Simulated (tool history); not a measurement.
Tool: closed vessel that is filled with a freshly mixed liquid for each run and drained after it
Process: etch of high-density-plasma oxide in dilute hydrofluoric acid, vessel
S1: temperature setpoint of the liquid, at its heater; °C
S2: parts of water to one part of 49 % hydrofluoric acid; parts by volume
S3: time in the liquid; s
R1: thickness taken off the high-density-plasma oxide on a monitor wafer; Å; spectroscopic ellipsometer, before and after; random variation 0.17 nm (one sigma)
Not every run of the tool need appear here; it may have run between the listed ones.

Run 1, day 0.000: S1 24.0 °C, S2 90 parts by volume, S3 265 s. Result: R1 163.75 Å.
Run 2, day 0.138: S1 24.0 °C, S2 120 parts by volume, S3 265 s. Result: R1 116.74 Å.
Run 3, day 0.383: S1 25.5 °C, S2 110 parts by volume, S3 265 s. Result: R1 137.70 Å.
Run 4, day 0.733: S1 25.5 °C, S2 110 parts by volume, S3 265 s. Result: R1 139.47 Å.
Run 5, day 0.858: S1 25.5 °C, S2 110 parts by volume, S3 265 s. Result: R1 139.06 Å.
Run 6, day 1.167: S1 25.5 °C, S2 110 parts by volume, S3 265 s. Result: R1 138.98 Å.

Expected results for the next run?
Run 7, day 1.521: S1 26.5 °C, S2 105 parts by volume, S3 265 s. Result: R1 ?.

Logged for run 7: R1 152.34 Å.

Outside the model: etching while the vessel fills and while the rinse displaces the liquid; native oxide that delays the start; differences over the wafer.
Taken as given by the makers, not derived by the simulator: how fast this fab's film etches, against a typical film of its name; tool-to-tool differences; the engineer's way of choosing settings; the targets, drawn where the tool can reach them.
